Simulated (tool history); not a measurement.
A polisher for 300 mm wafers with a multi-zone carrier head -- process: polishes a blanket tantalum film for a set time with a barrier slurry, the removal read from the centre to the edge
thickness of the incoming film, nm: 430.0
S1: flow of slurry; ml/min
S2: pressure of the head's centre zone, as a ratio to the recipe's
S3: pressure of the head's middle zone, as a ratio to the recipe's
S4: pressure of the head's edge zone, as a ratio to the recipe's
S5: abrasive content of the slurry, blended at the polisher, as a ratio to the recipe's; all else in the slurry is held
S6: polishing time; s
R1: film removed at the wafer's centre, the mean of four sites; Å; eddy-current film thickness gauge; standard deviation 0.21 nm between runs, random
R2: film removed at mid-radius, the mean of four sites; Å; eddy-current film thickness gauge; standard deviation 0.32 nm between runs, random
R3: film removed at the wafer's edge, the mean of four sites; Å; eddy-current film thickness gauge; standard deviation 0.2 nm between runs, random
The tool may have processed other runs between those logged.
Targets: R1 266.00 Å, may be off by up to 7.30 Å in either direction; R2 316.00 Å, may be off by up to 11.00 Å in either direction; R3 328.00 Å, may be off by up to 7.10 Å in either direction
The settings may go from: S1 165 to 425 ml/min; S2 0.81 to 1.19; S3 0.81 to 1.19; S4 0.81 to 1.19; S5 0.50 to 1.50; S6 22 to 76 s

Run 1, hour 0.0: S1 275 ml/min, S2 1.00, S3 1.00, S4 1.00, S5 1.00, S6 49 s. Result: R1 402.88 Å, R2 389.16 Å, R3 373.95 Å.
Run 2, hour 7.2: S1 215 ml/min, S2 1.00, S3 1.00, S4 1.00, S5 1.00, S6 49 s. Result: R1 382.61 Å, R2 372.94 Å, R3 364.99 Å.
Run 3, hour 10.8: S1 210 ml/min, S2 0.98, S3 1.00, S4 1.01, S5 0.95, S6 49 s. Result: R1 373.02 Å, R2 363.04 Å, R3 360.61 Å.
Run 4, hour 15.6: S1 205 ml/min, S2 0.96, S3 1.01, S4 1.03, S5 0.90, S6 49 s. Result: R1 352.35 Å, R2 359.04 Å, R3 358.36 Å.
Run 5, hour 19.7: S1 205 ml/min, S2 0.96, S3 1.01, S4 0.98, S5 0.90, S6 49 s. Result: R1 354.02 Å, R2 360.93 Å, R3 352.68 Å.
Run 6, hour 22.9: S1 205 ml/min, S2 0.96, S3 1.01, S4 0.98, S5 0.70, S6 49 s. Result: R1 328.71 Å, R2 333.71 Å, R3 322.56 Å.
Run 7, hour 29.7: S1 200 ml/min, S2 0.94, S3 1.01, S4 0.99, S5 0.70, S6 49 s. Result: R1 317.25 Å, R2 332.90 Å, R3 322.74 Å.
Run 8, hour 32.0: S1 195 ml/min, S2 0.93, S3 1.01, S4 1.00, S5 0.70, S6 49 s. Result: R1 313.01 Å, R2 331.32 Å, R3 322.95 Å.
Run 9, hour 33.3: S1 190 ml/min, S2 0.92, S3 1.01, S4 1.01, S5 0.70, S6 49 s. Result: R1 309.17 Å, R2 333.73 Å, R3 325.39 Å.
Run 10, hour 34.1: S1 185 ml/min, S2 0.91, S3 1.00, S4 1.02, S5 0.70, S6 49 s. Result: R1 305.32 Å, R2 318.80 Å, R3 324.50 Å.
Run 11, hour 42.2: S1 185 ml/min, S2 0.91, S3 1.00, S4 1.02, S5 0.70, S6 49 s. Result: R1 302.87 Å, R2 332.61 Å, R3 321.84 Å.
Run 12, hour 48.9: S1 185 ml/min, S2 0.90, S3 0.99, S4 1.04, S5 0.70, S6 49 s. Result: R1 300.66 Å, R2 326.16 Å, R3 327.27 Å.
Run 13, hour 55.4: S1 185 ml/min, S2 0.89, S3 0.99, S4 1.04, S5 0.70, S6 49 s. Result: R1 298.41 Å, R2 323.36 Å, R3 331.29 Å.
At hour 58.2: centre zone pressure recalibrated.
Run 14, hour 58.2: S1 170 ml/min, S2 0.81, S3 1.01, S4 1.06, S5 0.60, S6 49 s. Result: R1 235.97 Å, R2 304.54 Å, R3 307.44 Å.

Below are 5 possible settings for the next run. Only one of them brings all results inside the allowed miss of their targets. Which is it?
Run A, hour 61.0: S1 185 ml/min, S2 0.85, S3 0.98, S4 1.07, S5 0.60, S6 51 s. Result: R1 ?, R2 ?, R3 ?.
Run B, hour 61.0: S1 185 ml/min, S2 1.00, S3 1.00, S4 0.99, S5 0.50, S6 52 s. Result: R1 ?, R2 ?, R3 ?.
Run C, hour 61.0: S1 190 ml/min, S2 0.89, S3 1.15, S4 0.99, S5 0.50, S6 48 s. Result: R1 ?, R2 ?, R3 ?.
Run D, hour 61.0: S1 185 ml/min, S2 0.90, S3 0.95, S4 1.07, S5 0.60, S6 51 s. Result: R1 ?, R2 ?, R3 ?.
Run E, hour 61.0: S1 220 ml/min, S2 0.93, S3 0.95, S4 1.04, S5 0.60, S6 47 s. Result: R1 ?, R2 ?, R3 ?.

move      R1      R2      R3
   A  259.22  312.26  329.26
   B  289.59  300.95  300.45
   C  239.26  314.73  277.80
   D  274.55  304.13  329.39
   E  270.29  288.67  305.95
A: each result inside its tolerance
B: moves the result that the last run missed by most past its target, out the other side
C: further off than the last run
D: moves the result that the last run missed by most past its target, out the other side
E: the furthest-off result lands on target, but another misses its tolerance
Correct choice: A, which meets every target
